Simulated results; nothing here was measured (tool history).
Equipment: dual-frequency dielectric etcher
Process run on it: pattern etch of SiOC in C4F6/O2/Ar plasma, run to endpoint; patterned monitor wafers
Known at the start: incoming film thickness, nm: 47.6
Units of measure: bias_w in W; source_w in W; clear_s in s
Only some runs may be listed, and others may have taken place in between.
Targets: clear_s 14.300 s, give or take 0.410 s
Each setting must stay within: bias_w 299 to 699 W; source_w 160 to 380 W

run	day	bias_w	source_w	clear_s
1	0.000	499	270	17.086
2	0.212	464	270	17.601
3	0.583	496	280	16.811
4	0.958	496	320	15.861
5	1.125	496	290	16.618
6	1.196	496	320	15.934
7	1.412	513	320	15.621
8	1.496	526	320	15.430
9	1.583	537	320	15.354
10	1.958	537	320	15.312
11	2.329	547	320	15.303

Exactly one of the 4 candidate moves below puts every result within its allowed miss. Which one?
A	2.700	681	360	?
B	2.700	672	310	?
C	2.700	658	380	?
D	2.700	699	360	?

move	clear_s
A	13.300
B	14.282
C	13.165
D	13.166
A: pushes the last run's worst result past its target
B: every result lands within tolerance
C: pushes the last run's worst result past its target
D: pushes the last run's worst result past its target
Move B is the one to make.
